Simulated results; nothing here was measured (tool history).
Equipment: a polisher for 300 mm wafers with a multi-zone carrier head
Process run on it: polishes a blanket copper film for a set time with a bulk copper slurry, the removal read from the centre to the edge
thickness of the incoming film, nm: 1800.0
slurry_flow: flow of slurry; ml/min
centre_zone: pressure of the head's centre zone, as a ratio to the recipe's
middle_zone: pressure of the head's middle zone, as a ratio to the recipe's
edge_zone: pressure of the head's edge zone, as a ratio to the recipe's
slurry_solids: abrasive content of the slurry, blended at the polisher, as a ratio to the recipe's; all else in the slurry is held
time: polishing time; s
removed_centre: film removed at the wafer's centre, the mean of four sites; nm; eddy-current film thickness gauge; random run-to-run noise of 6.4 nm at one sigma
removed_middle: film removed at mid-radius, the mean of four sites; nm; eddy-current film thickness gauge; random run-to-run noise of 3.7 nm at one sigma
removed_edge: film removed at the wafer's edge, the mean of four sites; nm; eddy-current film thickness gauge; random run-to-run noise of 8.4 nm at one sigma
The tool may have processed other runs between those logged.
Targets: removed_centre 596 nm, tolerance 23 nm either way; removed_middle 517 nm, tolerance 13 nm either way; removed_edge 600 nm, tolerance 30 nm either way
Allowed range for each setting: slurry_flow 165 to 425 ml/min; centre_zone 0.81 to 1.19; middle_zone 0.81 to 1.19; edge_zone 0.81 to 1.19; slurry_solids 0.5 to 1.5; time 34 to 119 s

run 1 day=0 | slurry_flow=275 centre_zone=1 middle_zone=1 edge_zone=1 slurry_solids=1 time=76 | removed_centre=745.22 removed_middle=744.47 removed_edge=758.54
run 2 day=0.067 | slurry_flow=275 centre_zone=1.05 middle_zone=1 edge_zone=1 slurry_solids=1 time=76 | removed_centre=771.05 removed_middle=735.32 removed_edge=775.74
run 3 day=0.425 | slurry_flow=275 centre_zone=1.05 middle_zone=1 edge_zone=1 slurry_solids=1 time=62 | removed_centre=640.4 removed_middle=613.04 removed_edge=632.42
run 4 day=0.75 | slurry_flow=275 centre_zone=1.12 middle_zone=1 edge_zone=1 slurry_solids=1 time=62 | removed_centre=678.12 removed_middle=605.92 removed_edge=630.53
run 5 day=0.946 | slurry_flow=265 centre_zone=1.1 middle_zone=0.97 edge_zone=1 slurry_solids=0.95 time=62 | removed_centre=655.66 removed_middle=592.93 removed_edge=631.45
run 6 day=1.138 | slurry_flow=265 centre_zone=1.1 middle_zone=0.94 edge_zone=0.99 slurry_solids=0.9 time=62 | removed_centre=661.78 removed_middle=571.81 removed_edge=620.6
run 7 day=1.271 | slurry_flow=260 centre_zone=1.08 middle_zone=0.92 edge_zone=1 slurry_solids=0.85 time=62 | removed_centre=634.58 removed_middle=556.75 removed_edge=611.81
run 8 day=1.442 | slurry_flow=255 centre_zone=1.07 middle_zone=0.9 edge_zone=1 slurry_solids=0.85 time=62 | removed_centre=628.19 removed_middle=542.44 removed_edge=620.78
run 9 day=1.688 | slurry_flow=250 centre_zone=1.06 middle_zone=0.89 edge_zone=0.99 slurry_solids=0.85 time=62 | removed_centre=619.47 removed_middle=539.41 removed_edge=610.17
run 10 day=1.904 | slurry_flow=250 centre_zone=1.06 middle_zone=0.89 edge_zone=0.99 slurry_solids=0.85 time=62 | removed_centre=617.86 removed_middle=538.15 removed_edge=620.45
run 11 day=2.225 | slurry_flow=245 centre_zone=1.06 middle_zone=0.89 edge_zone=0.98 slurry_solids=0.85 time=62 | removed_centre=628.15 removed_middle=531.94 removed_edge=610.47
run 12 day=2.496 | slurry_flow=240 centre_zone=1.05 middle_zone=0.89 edge_zone=0.98 slurry_solids=0.85 time=62 | removed_centre=609.28 removed_middle=530.36 removed_edge=606.9
run 13 day=2.817 | slurry_flow=235 centre_zone=1.05 middle_zone=0.89 edge_zone=0.98 slurry_solids=0.85 time=62 | removed_centre=621.33 removed_middle=529.43 removed_edge=606.01
run 14 day=3.117 | slurry_flow=230 centre_zone=1.04 middle_zone=0.89 edge_zone=0.98 slurry_solids=0.85 time=62 | removed_centre=598.34 removed_middle=527.85 removed_edge=601.98
run 15 day=3.338 | slurry_flow=230 centre_zone=1.04 middle_zone=0.89 edge_zone=0.98 slurry_solids=0.85 time=62 | removed_centre=605.83 removed_middle=525.63 removed_edge=590.8

Exercise: of the 5 proposed moves below, exactly one satisfies all targets within the stated allowed misses. Which move is it?
run A day=3.558 | slurry_flow=230 centre_zone=1.12 middle_zone=0.92 edge_zone=0.92 slurry_solids=0.75 time=58 | removed_centre=? removed_middle=? removed_edge=?
run B day=3.558 | slurry_flow=215 centre_zone=1.08 middle_zone=0.96 edge_zone=0.95 slurry_solids=0.95 time=59 | removed_centre=? removed_middle=? removed_edge=?
run C day=3.558 | slurry_flow=210 centre_zone=1.09 middle_zone=0.86 edge_zone=0.93 slurry_solids=0.9 time=63 | removed_centre=? removed_middle=? removed_edge=?
run D day=3.558 | slurry_flow=325 centre_zone=0.99 middle_zone=0.85 edge_zone=0.83 slurry_solids=0.8 time=66 | removed_centre=? removed_middle=? removed_edge=?
run E day=3.558 | slurry_flow=240 centre_zone=1.03 middle_zone=0.86 edge_zone=0.95 slurry_solids=0.95 time=61 | removed_centre=? removed_middle=? removed_edge=?

move=A removed_centre=603.18 removed_middle=501.91 removed_edge=539.3
move=B removed_centre=603.04 removed_middle=539.77 removed_edge=568.66
move=C removed_centre=643.05 removed_middle=520.97 removed_edge=596.85
move=D removed_centre=634.26 removed_middle=558.43 removed_edge=607.38
move=E removed_centre=602.58 removed_middle=516.08 removed_edge=594.47
A: takes the result that was furthest off past its target
B: lands further from the targets than the last run did
C: the worst result of the last run now meets its target, but another is out of spec
D: lands further from the targets than the last run did
E: all results in spec
So the answer is move E, the one that meets all the targets.
